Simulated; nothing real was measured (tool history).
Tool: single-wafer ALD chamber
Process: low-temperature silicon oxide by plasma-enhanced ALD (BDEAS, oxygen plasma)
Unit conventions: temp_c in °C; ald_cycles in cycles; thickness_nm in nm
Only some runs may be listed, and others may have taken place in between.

run,hour,temp_c,ald_cycles,thickness_nm
1,0,120,19,2.462
2,2.7,115,19,2.4998
3,3.4,125,19,2.4329
4,8.5,128,19,2.4344
5,11.6,128,18,2.3119
6,13.1,134,18,2.2654
7,20.3,142,18,2.2259
8,21.3,143,18,2.2271
9,29.5,144,18,2.2172

Run 10 has not been measured yet. What should we expect?
10,33.9,143,18,?

Logged for run 10: thickness_nm 2.2267 nm.
